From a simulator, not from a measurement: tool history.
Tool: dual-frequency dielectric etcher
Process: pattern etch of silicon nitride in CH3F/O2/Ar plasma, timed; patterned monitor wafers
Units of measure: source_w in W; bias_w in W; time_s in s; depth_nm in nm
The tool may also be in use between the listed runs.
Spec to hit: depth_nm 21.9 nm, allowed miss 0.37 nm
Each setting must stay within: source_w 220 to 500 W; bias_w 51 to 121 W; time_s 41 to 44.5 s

run  hour  source_w  bias_w  time_s  depth_nm
  1     0       360      86    44.5    30.165
  2   0.9       420      86    44.5     32.07
  3   4.6       400      82      44    30.785
  4  11.4       400      66      44    29.127
  5  15.4       380      64    43.5     28.03
  6  17.3       380      52    43.5    26.708
  7  19.3       360      52      43    25.786
  8  27.3       350      52      43    25.744
  9  28.1       340      52      43    25.117
 10    35       330      52      43    25.283
 11  42.7       320      52      43    24.952
 12  47.5       310      52      43    24.489
 13    55       300      52      43    24.224
 14  61.3       290      52      43    23.872
 15  68.4       280      52      43    23.746
 16    75       220      51      41    20.428
 17  82.8       250      52      41    21.315

Which single option among these 4 for the next run brings every result within its allowed miss of target? Just one does.
  A  90.6       230      51    41.5         ?
  B  90.6       220      51      41         ?
  C  90.6       220      51    41.5         ?
  D  90.6       240      58    41.5         ?

move  depth_nm
   A    21.049
   B    20.448
   C    20.698
   D    22.006
A: its largest miss is bigger than the last run's
B: its largest miss is bigger than the last run's
C: its largest miss is bigger than the last run's
D: meets every target
Go with D: it meets all targets.
